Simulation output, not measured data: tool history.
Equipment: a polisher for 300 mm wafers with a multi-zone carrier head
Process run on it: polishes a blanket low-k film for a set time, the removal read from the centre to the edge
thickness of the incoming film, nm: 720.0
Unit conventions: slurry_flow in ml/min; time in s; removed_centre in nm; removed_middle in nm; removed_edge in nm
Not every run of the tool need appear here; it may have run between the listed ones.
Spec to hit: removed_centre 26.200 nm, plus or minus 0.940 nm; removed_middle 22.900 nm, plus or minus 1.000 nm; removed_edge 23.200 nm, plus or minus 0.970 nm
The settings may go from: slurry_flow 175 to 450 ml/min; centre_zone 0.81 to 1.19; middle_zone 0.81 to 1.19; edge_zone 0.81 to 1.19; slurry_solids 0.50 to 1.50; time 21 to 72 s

run    day  slurry_flow  centre_zone  middle_zone  edge_zone  slurry_solids  time  removed_centre  removed_middle  removed_edge
  1  0.000          290         1.00         1.00       1.00           1.00    46          21.032          20.868        20.324
  2  0.233          290         1.00         1.00       1.00           1.00    35          15.926          16.184        15.460
  3  0.442          290         1.00         0.93       1.00           1.00    35          15.824          14.800        15.371
  4  0.529          220         1.00         0.93       1.00           1.00    35          15.532          14.578        15.861
  5  0.858          220         1.00         0.93       0.96           1.00    35          15.369          14.623        14.994
  6  1.208          220         1.00         0.93       1.03           1.00    35          15.203          14.274        15.746
  7  1.383          220         1.05         0.97       1.04           1.15    37          18.883          17.331        18.392
  8  1.517          215         1.09         1.00       1.06           1.25    37          20.392          18.709        19.147
  9  1.817          215         1.12         1.01       1.08           1.35    37          21.737          19.316        20.048

Exercise: of the 4 proposed moves below, exactly one satisfies all targets within the stated allowed misses. Which move is it?
  A  2.117          225         1.14         0.98       1.11           1.35    47               ?               ?             ?
  B  2.117          265         1.16         1.02       1.10           1.45    41               ?               ?             ?
  C  2.117          175         0.90         0.92       1.19           1.45    43               ?               ?             ?
  D  2.117          175         1.18         1.00       1.11           1.25    35               ?               ?             ?

move  removed_centre  removed_middle  removed_edge
   A          28.611          24.400        25.399
   B          26.609          22.994        22.986
   C          20.806          21.487        24.507
   D          20.756          17.412        17.924
A: carries the result that was furthest off beyond its target, to the other side
B: every result lands within tolerance
C: moves away from the targets compared with the last run
D: moves away from the targets compared with the last run
B is the move that brings every result within its allowed miss.

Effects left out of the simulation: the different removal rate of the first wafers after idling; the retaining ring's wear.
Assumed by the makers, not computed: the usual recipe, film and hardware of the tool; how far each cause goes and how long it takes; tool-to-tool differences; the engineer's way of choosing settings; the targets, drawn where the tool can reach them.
